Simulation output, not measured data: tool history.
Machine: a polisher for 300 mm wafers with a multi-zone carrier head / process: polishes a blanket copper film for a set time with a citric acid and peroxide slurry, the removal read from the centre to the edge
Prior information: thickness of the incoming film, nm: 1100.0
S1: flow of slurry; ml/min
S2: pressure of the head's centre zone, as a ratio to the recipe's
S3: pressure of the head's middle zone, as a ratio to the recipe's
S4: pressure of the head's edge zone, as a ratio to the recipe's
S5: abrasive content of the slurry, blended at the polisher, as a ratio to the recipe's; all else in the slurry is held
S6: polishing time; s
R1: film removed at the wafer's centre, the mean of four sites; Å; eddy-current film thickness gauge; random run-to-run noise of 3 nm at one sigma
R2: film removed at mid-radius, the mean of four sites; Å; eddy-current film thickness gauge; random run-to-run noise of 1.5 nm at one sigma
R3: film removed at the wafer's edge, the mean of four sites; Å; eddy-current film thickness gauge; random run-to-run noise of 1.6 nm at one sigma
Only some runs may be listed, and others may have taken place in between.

run 1 day=0.000 | S1=150 S2=1.00 S3=1.00 S4=1.00 S5=1.00 S6=67 | R1=1628.9 R2=1621.9 R3=1633.4
run 2 day=0.333 | S1=150 S2=1.00 S3=1.00 S4=0.93 S5=1.00 S6=67 | R1=1617.4 R2=1614.7 R3=1569.5
run 3 day=0.529 | S1=150 S2=1.00 S3=1.00 S4=0.93 S5=1.00 S6=52 | R1=1262.0 R2=1254.0 R3=1214.9
run 4 day=0.671 | S1=150 S2=1.00 S3=1.00 S4=1.00 S5=1.00 S6=52 | R1=1278.1 R2=1243.9 R3=1256.2
run 5 day=0.975 | S1=160 S2=1.03 S3=1.01 S4=1.05 S5=1.15 S6=60 | R1=1536.1 R2=1506.5 R3=1533.9
run 6 day=1.146 | S1=160 S2=1.03 S3=1.01 S4=1.05 S5=1.15 S6=68 | R1=1753.7 R2=1685.7 R3=1722.2
run 7 day=1.338 | S1=170 S2=1.05 S3=1.02 S4=1.08 S5=1.25 S6=72 | R1=1917.1 R2=1846.5 R3=1917.5

For run 8, what comes out?
run 8 day=1.433 | S1=180 S2=1.08 S3=1.03 S4=1.11 S5=1.35 S6=75 | R1=? R2=? R3=?

R1: 2145.5 Å
R2: 2000.9 Å
R3: 2020.9 Å
